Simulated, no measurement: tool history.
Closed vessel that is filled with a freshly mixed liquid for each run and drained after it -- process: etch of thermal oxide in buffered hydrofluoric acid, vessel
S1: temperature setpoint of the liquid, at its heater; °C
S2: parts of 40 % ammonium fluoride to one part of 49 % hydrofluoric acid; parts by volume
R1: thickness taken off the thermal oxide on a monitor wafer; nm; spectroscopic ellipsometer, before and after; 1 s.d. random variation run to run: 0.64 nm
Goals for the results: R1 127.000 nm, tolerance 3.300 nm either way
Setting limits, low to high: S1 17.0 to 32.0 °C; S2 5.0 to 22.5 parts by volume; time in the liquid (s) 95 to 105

{"run": 1, "day": 0.0, "S1": 24.0, "S2": 13.5, "time in the liquid (s)": 95, "R1": 75.136}
{"run": 2, "day": 0.233, "S1": 25.0, "S2": 13.5, "time in the liquid (s)": 95, "R1": 80.294}
{"run": 3, "day": 0.3, "S1": 26.0, "S2": 13.5, "time in the liquid (s)": 95, "R1": 85.321}
{"run": 4, "day": 0.433, "S1": 26.0, "S2": 13.5, "time in the liquid (s)": 105, "R1": 93.506}
{"run": 5, "day": 0.496, "S1": 26.5, "S2": 13.5, "time in the liquid (s)": 105, "R1": 96.116}
{"run": 6, "day": 0.746, "S1": 27.0, "S2": 13.5, "time in the liquid (s)": 105, "R1": 98.038}
{"run": 7, "day": 0.983, "S1": 27.0, "S2": 13.5, "time in the liquid (s)": 105, "R1": 98.779}
{"run": 8, "day": 1.133, "S1": 27.5, "S2": 13.5, "time in the liquid (s)": 105, "R1": 101.99}
{"run": 9, "day": 1.471, "S1": 28.0, "S2": 13.5, "time in the liquid (s)": 105, "R1": 103.97}
{"run": 10, "day": 1.779, "S1": 28.5, "S2": 13.5, "time in the liquid (s)": 105, "R1": 106.65}

Which single option among these 4 for the next run brings every result within its allowed miss of target? Just one does.
{"run": "A", "day": 2.088, "S1": 28.0, "S2": 10.5, "time in the liquid (s)": 100, "R1": "?"}
{"run": "B", "day": 2.088, "S1": 28.5, "S2": 11.0, "time in the liquid (s)": 95, "R1": "?"}
{"run": "C", "day": 2.088, "S1": 29.0, "S2": 14.0, "time in the liquid (s)": 100, "R1": "?"}
{"run": "D", "day": 2.088, "S1": 26.5, "S2": 15.0, "time in the liquid (s)": 100, "R1": "?"}

move=A R1=128.110
move=B R1=119.440
move=C R1=102.010
move=D R1=83.437
A: every result lands within tolerance
B: nearer than the last run, and not there yet
C: the biggest miss grows against the last run
D: the biggest miss grows against the last run
A is the move that brings every result within its allowed miss.

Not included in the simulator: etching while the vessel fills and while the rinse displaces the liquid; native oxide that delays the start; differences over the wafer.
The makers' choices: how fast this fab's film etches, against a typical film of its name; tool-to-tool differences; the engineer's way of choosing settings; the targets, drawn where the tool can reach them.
